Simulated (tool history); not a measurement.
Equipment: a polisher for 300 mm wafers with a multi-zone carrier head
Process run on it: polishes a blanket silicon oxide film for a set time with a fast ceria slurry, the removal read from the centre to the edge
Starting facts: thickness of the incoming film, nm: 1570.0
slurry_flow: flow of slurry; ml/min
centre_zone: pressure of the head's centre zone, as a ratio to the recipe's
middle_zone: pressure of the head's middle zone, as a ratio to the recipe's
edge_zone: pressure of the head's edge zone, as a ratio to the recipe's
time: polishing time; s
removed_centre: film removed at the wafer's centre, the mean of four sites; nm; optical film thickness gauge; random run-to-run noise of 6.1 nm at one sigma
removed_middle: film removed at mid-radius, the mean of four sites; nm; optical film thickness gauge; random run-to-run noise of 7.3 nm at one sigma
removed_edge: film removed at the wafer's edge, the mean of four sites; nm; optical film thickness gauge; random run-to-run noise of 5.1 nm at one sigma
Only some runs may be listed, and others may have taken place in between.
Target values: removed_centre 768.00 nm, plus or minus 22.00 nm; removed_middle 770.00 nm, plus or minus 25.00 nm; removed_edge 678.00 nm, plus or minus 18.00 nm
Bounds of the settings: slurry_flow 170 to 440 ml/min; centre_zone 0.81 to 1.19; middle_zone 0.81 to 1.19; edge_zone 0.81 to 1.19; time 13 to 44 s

Run 1, hour 0.0: slurry_flow 280 ml/min, centre_zone 1.00, middle_zone 1.00, edge_zone 1.00, time 28 s. Result: removed_centre 513.77 nm, removed_middle 514.48 nm, removed_edge 510.98 nm.
Run 2, hour 7.2: slurry_flow 300 ml/min, centre_zone 1.04, middle_zone 1.05, edge_zone 1.03, time 30 s. Result: removed_centre 571.51 nm, removed_middle 571.71 nm, removed_edge 554.28 nm.
Run 3, hour 10.1: slurry_flow 300 ml/min, centre_zone 1.04, middle_zone 1.01, edge_zone 1.03, time 30 s. Result: removed_centre 569.45 nm, removed_middle 562.49 nm, removed_edge 553.79 nm.
Run 4, hour 13.1: slurry_flow 315 ml/min, centre_zone 1.07, middle_zone 1.05, edge_zone 1.04, time 31 s. Result: removed_centre 606.96 nm, removed_middle 574.64 nm, removed_edge 578.68 nm.
At hour 18.2: slurry nozzle cleaned.
Run 5, hour 18.2: slurry_flow 340 ml/min, centre_zone 1.07, middle_zone 1.05, edge_zone 1.04, time 31 s. Result: removed_centre 634.19 nm, removed_middle 610.29 nm, removed_edge 601.49 nm.
Run 6, hour 22.9: slurry_flow 365 ml/min, centre_zone 1.08, middle_zone 1.08, edge_zone 1.02, time 31 s. Result: removed_centre 651.78 nm, removed_middle 625.72 nm, removed_edge 586.82 nm.
Run 7, hour 30.5: slurry_flow 380 ml/min, centre_zone 1.08, middle_zone 1.10, edge_zone 1.03, time 32 s. Result: removed_centre 674.11 nm, removed_middle 658.91 nm, removed_edge 611.08 nm.
Run 8, hour 37.3: slurry_flow 390 ml/min, centre_zone 1.09, middle_zone 1.12, edge_zone 1.04, time 33 s. Result: removed_centre 694.29 nm, removed_middle 696.24 nm, removed_edge 643.21 nm.
Run 9, hour 45.9: slurry_flow 400 ml/min, centre_zone 1.10, middle_zone 1.14, edge_zone 1.04, time 33 s. Result: removed_centre 703.92 nm, removed_middle 677.94 nm, removed_edge 640.37 nm.
Run 10, hour 49.2: slurry_flow 410 ml/min, centre_zone 1.09, middle_zone 1.14, edge_zone 1.03, time 34 s. Result: removed_centre 724.03 nm, removed_middle 716.98 nm, removed_edge 657.88 nm.
Run 11, hour 51.9: slurry_flow 415 ml/min, centre_zone 1.09, middle_zone 1.15, edge_zone 1.02, time 34 s. Result: removed_centre 720.45 nm, removed_middle 734.65 nm, removed_edge 659.10 nm.
Run 12, hour 52.5: slurry_flow 420 ml/min, centre_zone 1.10, middle_zone 1.16, edge_zone 1.02, time 34 s. Result: removed_centre 727.01 nm, removed_middle 718.97 nm, removed_edge 652.07 nm.
Run 13, hour 58.3: slurry_flow 425 ml/min, centre_zone 1.10, middle_zone 1.17, edge_zone 1.01, time 34 s. Result: removed_centre 725.78 nm, removed_middle 729.55 nm, removed_edge 656.56 nm.

Exactly one of the 4 candidate moves below puts every result within its allowed miss. Which one?
Run A, hour 64.1: slurry_flow 440 ml/min, centre_zone 1.02, middle_zone 1.18, edge_zone 0.99, time 34 s. Result: removed_centre ?, removed_middle ?, removed_edge ?.
Run B, hour 64.1: slurry_flow 435 ml/min, centre_zone 1.08, middle_zone 1.15, edge_zone 0.91, time 34 s. Result: removed_centre ?, removed_middle ?, removed_edge ?.
Run C, hour 64.1: slurry_flow 440 ml/min, centre_zone 0.97, middle_zone 1.12, edge_zone 1.01, time 35 s. Result: removed_centre ?, removed_middle ?, removed_edge ?.
Run D, hour 64.1: slurry_flow 430 ml/min, centre_zone 1.13, middle_zone 1.19, edge_zone 1.02, time 35 s. Result: removed_centre ?, removed_middle ?, removed_edge ?.

move  removed_centre  removed_middle  removed_edge
   A          682.77          740.70        660.59
   B          715.36          727.59        639.92
   C          674.06          737.06        685.68
   D          764.43          765.14        686.99
A: lands further from the targets than the last run did
B: lands further from the targets than the last run did
C: lands further from the targets than the last run did
D: meets every target
The move that meets every target is D.

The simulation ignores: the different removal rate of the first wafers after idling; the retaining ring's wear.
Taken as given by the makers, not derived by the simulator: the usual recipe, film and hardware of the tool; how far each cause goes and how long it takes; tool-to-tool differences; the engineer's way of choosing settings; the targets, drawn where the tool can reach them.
